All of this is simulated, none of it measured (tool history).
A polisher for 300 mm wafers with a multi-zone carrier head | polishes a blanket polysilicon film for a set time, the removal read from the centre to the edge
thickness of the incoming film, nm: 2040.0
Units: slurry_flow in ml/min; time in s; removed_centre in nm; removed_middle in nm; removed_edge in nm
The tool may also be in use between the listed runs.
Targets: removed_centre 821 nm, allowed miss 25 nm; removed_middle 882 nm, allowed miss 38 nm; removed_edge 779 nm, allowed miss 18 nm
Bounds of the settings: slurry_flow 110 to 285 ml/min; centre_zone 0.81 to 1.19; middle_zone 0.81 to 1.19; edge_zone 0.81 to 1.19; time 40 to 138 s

Run 1, hour 0: slurry_flow 180 ml/min, centre_zone 1, middle_zone 1, edge_zone 1, time 88 s. Result: removed_centre 595.4 nm, removed_middle 585.41 nm, removed_edge 595.67 nm.
Run 2, hour 7.3: slurry_flow 180 ml/min, centre_zone 0.96, middle_zone 1, edge_zone 1, time 88 s. Result: removed_centre 565.59 nm, removed_middle 592.47 nm, removed_edge 584.93 nm.
Run 3, hour 15.7: slurry_flow 180 ml/min, centre_zone 0.96, middle_zone 1, edge_zone 1, time 96 s. Result: removed_centre 624.44 nm, removed_middle 633.01 nm, removed_edge 638.58 nm.
Run 4, hour 21.2: slurry_flow 180 ml/min, centre_zone 0.96, middle_zone 1, edge_zone 1.05, time 96 s. Result: removed_centre 625.69 nm, removed_middle 635.82 nm, removed_edge 661.94 nm.
Run 5, hour 22.9: slurry_flow 180 ml/min, centre_zone 0.9, middle_zone 1, edge_zone 1.05, time 96 s. Result: removed_centre 583.6 nm, removed_middle 646.88 nm, removed_edge 663.57 nm.
Run 6, hour 24.9: slurry_flow 180 ml/min, centre_zone 0.9, middle_zone 1.05, edge_zone 1.05, time 96 s. Result: removed_centre 591.54 nm, removed_middle 663.25 nm, removed_edge 662.43 nm.
Run 7, hour 32.5: slurry_flow 200 ml/min, centre_zone 0.92, middle_zone 1.08, edge_zone 1.04, time 99 s. Result: removed_centre 626.49 nm, removed_middle 730.44 nm, removed_edge 688.07 nm.
Run 8, hour 38.6: slurry_flow 215 ml/min, centre_zone 0.97, middle_zone 1.1, edge_zone 1.06, time 100 s. Result: removed_centre 686.05 nm, removed_middle 752.83 nm, removed_edge 705.42 nm.
Run 9, hour 40.1: slurry_flow 265 ml/min, centre_zone 1.04, middle_zone 1.19, edge_zone 1.11, time 106 s. Result: removed_centre 795.62 nm, removed_middle 867.01 nm, removed_edge 778.19 nm.

Which of these 5 next moves meets every target?
Run A, hour 41.6: slurry_flow 260 ml/min, centre_zone 1.05, middle_zone 1.11, edge_zone 1.16, time 105 s. Result: removed_centre ?, removed_middle ?, removed_edge ?.
Run B, hour 41.6: slurry_flow 255 ml/min, centre_zone 0.97, middle_zone 1.16, edge_zone 1.04, time 112 s. Result: removed_centre ?, removed_middle ?, removed_edge ?.
Run C, hour 41.6: slurry_flow 260 ml/min, centre_zone 0.98, middle_zone 1.19, edge_zone 1.01, time 109 s. Result: removed_centre ?, removed_middle ?, removed_edge ?.
Run D, hour 41.6: slurry_flow 260 ml/min, centre_zone 1.07, middle_zone 1.19, edge_zone 1.1, time 107 s. Result: removed_centre ?, removed_middle ?, removed_edge ?.
Run E, hour 41.6: slurry_flow 250 ml/min, centre_zone 1.06, middle_zone 1.16, edge_zone 1.11, time 112 s. Result: removed_centre ?, removed_middle ?, removed_edge ?.

move  removed_centre  removed_middle  removed_edge
   A          782.54          807.74        778.94
   B          768.98          893.38        784.37
   C          758.22          890.86        753.51
   D           813.2          873.98        771.64
   E          838.69          890.75        808.91
A: further off than the last run
B: further off than the last run
C: further off than the last run
D: meets every target
E: brings the result that was furthest off to its target, and leaves another outside
Move D is the one to make.
